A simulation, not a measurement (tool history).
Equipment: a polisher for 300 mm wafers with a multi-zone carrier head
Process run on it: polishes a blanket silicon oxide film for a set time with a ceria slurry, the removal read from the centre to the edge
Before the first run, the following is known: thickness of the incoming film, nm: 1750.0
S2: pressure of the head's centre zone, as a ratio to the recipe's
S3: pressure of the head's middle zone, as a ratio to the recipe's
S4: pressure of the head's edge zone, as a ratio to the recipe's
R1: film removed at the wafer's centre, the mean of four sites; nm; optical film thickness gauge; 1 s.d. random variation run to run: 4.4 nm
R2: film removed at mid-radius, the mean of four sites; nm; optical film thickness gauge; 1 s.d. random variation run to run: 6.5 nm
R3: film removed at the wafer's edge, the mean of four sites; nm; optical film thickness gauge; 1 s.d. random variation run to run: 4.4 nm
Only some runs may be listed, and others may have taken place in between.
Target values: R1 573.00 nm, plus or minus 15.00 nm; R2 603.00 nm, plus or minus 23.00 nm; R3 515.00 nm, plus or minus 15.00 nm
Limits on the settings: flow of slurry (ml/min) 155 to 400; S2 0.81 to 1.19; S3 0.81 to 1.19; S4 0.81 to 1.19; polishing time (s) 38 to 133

Run 1, hour 0.0: flow of slurry (ml/min) 255, S2 1.00, S3 1.00, S4 1.00, polishing time (s) 85. Result: R1 411.64 nm, R2 419.64 nm, R3 417.87 nm.
Run 2, hour 6.3: flow of slurry (ml/min) 265, S2 1.02, S3 1.03, S4 1.01, polishing time (s) 87. Result: R1 425.31 nm, R2 447.51 nm, R3 429.74 nm.
Run 3, hour 12.9: flow of slurry (ml/min) 265, S2 1.02, S3 1.03, S4 1.05, polishing time (s) 87. Result: R1 429.05 nm, R2 437.55 nm, R3 437.24 nm.
Run 4, hour 16.1: flow of slurry (ml/min) 275, S2 1.04, S3 1.05, S4 1.05, polishing time (s) 89. Result: R1 450.97 nm, R2 463.27 nm, R3 448.91 nm.
Run 5, hour 24.9: flow of slurry (ml/min) 275, S2 1.04, S3 1.05, S4 1.10, polishing time (s) 89. Result: R1 452.95 nm, R2 456.53 nm, R3 455.09 nm.
Run 6, hour 28.3: flow of slurry (ml/min) 285, S2 1.06, S3 1.07, S4 1.10, polishing time (s) 91. Result: R1 471.09 nm, R2 481.50 nm, R3 474.45 nm.
Run 7, hour 36.8: flow of slurry (ml/min) 295, S2 1.08, S3 1.09, S4 1.09, polishing time (s) 92. Result: R1 484.09 nm, R2 501.74 nm, R3 469.39 nm.
Run 8, hour 40.7: flow of slurry (ml/min) 295, S2 1.08, S3 1.09, S4 1.09, polishing time (s) 92. Result: R1 483.05 nm, R2 505.90 nm, R3 478.04 nm.
Run 9, hour 41.7: flow of slurry (ml/min) 295, S2 1.08, S3 1.09, S4 1.09, polishing time (s) 92. Result: R1 485.64 nm, R2 504.36 nm, R3 482.73 nm.
Run 10, hour 46.0: flow of slurry (ml/min) 300, S2 1.10, S3 1.10, S4 1.07, polishing time (s) 93. Result: R1 497.04 nm, R2 510.55 nm, R3 477.16 nm.
Run 11, hour 51.5: flow of slurry (ml/min) 305, S2 1.11, S3 1.11, S4 1.07, polishing time (s) 94. Result: R1 513.02 nm, R2 509.06 nm, R3 480.68 nm.
Run 12, hour 55.1: flow of slurry (ml/min) 315, S2 1.11, S3 1.12, S4 1.06, polishing time (s) 95. Result: R1 524.06 nm, R2 527.46 nm, R3 490.14 nm.
Run 13, hour 62.5: flow of slurry (ml/min) 315, S2 1.11, S3 1.13, S4 1.05, polishing time (s) 96. Result: R1 519.59 nm, R2 540.04 nm, R3 492.96 nm.
Run 14, hour 66.4: flow of slurry (ml/min) 320, S2 1.12, S3 1.14, S4 1.04, polishing time (s) 97. Result: R1 534.13 nm, R2 544.25 nm, R3 503.37 nm.
Run 15, hour 72.7: flow of slurry (ml/min) 320, S2 1.12, S3 1.15, S4 1.03, polishing time (s) 98. Result: R1 539.96 nm, R2 549.40 nm, R3 493.66 nm.
Run 16, hour 73.8: flow of slurry (ml/min) 325, S2 1.12, S3 1.16, S4 1.02, polishing time (s) 99. Result: R1 549.19 nm, R2 569.53 nm, R3 495.83 nm.

Consider the 5 candidate settings below. Which is the only one whose results all fall within their allowed miss of target?
Run A, hour 74.9: flow of slurry (ml/min) 340, S2 1.09, S3 1.10, S4 1.02, polishing time (s) 96. Result: R1 ?, R2 ?, R3 ?.
Run B, hour 74.9: flow of slurry (ml/min) 320, S2 1.06, S3 1.19, S4 0.98, polishing time (s) 103. Result: R1 ?, R2 ?, R3 ?.
Run C, hour 74.9: flow of slurry (ml/min) 395, S2 1.03, S3 1.19, S4 1.00, polishing time (s) 102. Result: R1 ?, R2 ?, R3 ?.
Run D, hour 74.9: flow of slurry (ml/min) 335, S2 1.11, S3 1.17, S4 0.97, polishing time (s) 103. Result: R1 ?, R2 ?, R3 ?.
Run E, hour 74.9: flow of slurry (ml/min) 260, S2 1.01, S3 1.04, S4 0.94, polishing time (s) 116. Result: R1 ?, R2 ?, R3 ?.

move      R1      R2      R3
   A  520.43  528.46  491.83
   B  540.19  603.44  514.74
   C  530.44  608.55  521.92
   D  567.92  597.08  514.05
   E  565.18  592.10  559.84
A: further off than the last run
B: further off than the last run
C: further off than the last run
D: all results in spec
E: brings the last run's worst result on target, with another outside its allowed miss
The right move is D.
